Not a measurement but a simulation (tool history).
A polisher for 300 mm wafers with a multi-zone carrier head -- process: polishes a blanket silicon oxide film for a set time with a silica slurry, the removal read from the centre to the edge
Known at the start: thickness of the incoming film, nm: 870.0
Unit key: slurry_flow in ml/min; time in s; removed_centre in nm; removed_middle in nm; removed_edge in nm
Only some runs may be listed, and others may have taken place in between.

| run | hour | slurry_flow | centre_zone | middle_zone | edge_zone | slurry_solids | time | removed_centre | removed_middle | removed_edge |
|---|---|---|---|---|---|---|---|---|---|---|
| 1 | 0.0 | 260 | 1.00 | 1.00 | 1.00 | 1.0 | 46 | 119.13 | 115.38 | 117.61 |
| 2 | 4.2 | 260 | 1.08 | 1.00 | 1.00 | 1.0 | 46 | 125.14 | 118.06 | 119.10 |
| 3 | 9.4 | 255 | 1.05 | 1.00 | 1.03 | 1.1 | 46 | 130.17 | 121.45 | 124.71 |
| 4 | 11.0 | 255 | 1.05 | 1.00 | 1.08 | 1.1 | 46 | 128.07 | 122.13 | 127.59 |
| 5 | 19.2 | 255 | 0.99 | 1.00 | 1.08 | 1.1 | 46 | 122.76 | 119.03 | 126.80 |
| 6 | 23.5 | 255 | 0.99 | 1.00 | 1.08 | 1.1 | 55 | 146.67 | 143.59 | 151.96 |

Expected results for the next run?
| 7 | 25.5 | 260 | 0.97 | 1.00 | 1.10 | 1.1 | 55 | ? | ? | ? |

removed_centre: 145.23 nm
removed_middle: 144.74 nm
removed_edge: 153.19 nm
